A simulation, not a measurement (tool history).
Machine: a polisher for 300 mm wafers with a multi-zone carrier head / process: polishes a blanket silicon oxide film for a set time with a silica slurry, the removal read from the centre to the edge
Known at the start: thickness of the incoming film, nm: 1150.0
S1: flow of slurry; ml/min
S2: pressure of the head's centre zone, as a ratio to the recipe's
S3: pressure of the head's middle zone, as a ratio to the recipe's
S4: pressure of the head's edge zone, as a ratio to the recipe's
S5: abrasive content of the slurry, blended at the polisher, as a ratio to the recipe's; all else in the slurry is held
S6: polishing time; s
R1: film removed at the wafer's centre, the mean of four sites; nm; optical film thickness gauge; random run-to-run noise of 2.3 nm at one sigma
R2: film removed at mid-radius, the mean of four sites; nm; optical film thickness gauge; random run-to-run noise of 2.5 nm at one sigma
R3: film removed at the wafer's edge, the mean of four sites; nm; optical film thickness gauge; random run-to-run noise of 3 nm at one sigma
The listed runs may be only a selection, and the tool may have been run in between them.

run 1 day=0 | S1=285 S2=1 S3=1 S4=1 S5=1 S6=78 | R1=252.96 R2=253.19 R3=263.17
run 2 day=0.288 | S1=250 S2=1 S3=1 S4=1 S5=1 S6=78 | R1=253 R2=250.66 R3=261
run 3 day=0.367 | S1=200 S2=1 S3=1 S4=1 S5=1 S6=78 | R1=242.55 R2=246.49 R3=258.58
run 4 day=0.646 | S1=200 S2=0.99 S3=0.98 S4=1.01 S5=1 S6=78 | R1=241.44 R2=242.1 R3=253.68
run 5 day=0.967 | S1=200 S2=0.91 S3=0.98 S4=1.01 S5=1 S6=78 | R1=219.68 R2=239.72 R3=257.22
run 6 day=1.029 | S1=170 S2=0.91 S3=0.98 S4=1.01 S5=1 S6=78 | R1=210.92 R2=234.16 R3=246.82
run 7 day=1.229 | S1=175 S2=0.91 S3=0.96 S4=1.02 S5=1 S6=78 | R1=217.07 R2=234.59 R3=249.13
run 8 day=1.421 | S1=180 S2=0.9 S3=0.94 S4=1.04 S5=1 S6=78 | R1=214.56 R2=229.18 R3=253.97
run 9 day=1.771 | S1=180 S2=0.9 S3=0.93 S4=1.05 S5=1 S6=78 | R1=211.02 R2=224.41 R3=258.38

The next listed run, before its measurement:
run 10 day=2.029 | S1=180 S2=0.9 S3=0.93 S4=1.05 S5=1 S6=78 | R1=? R2=? R3=?

R1: 215.52 nm
R2: 224.64 nm
R3: 256.78 nm
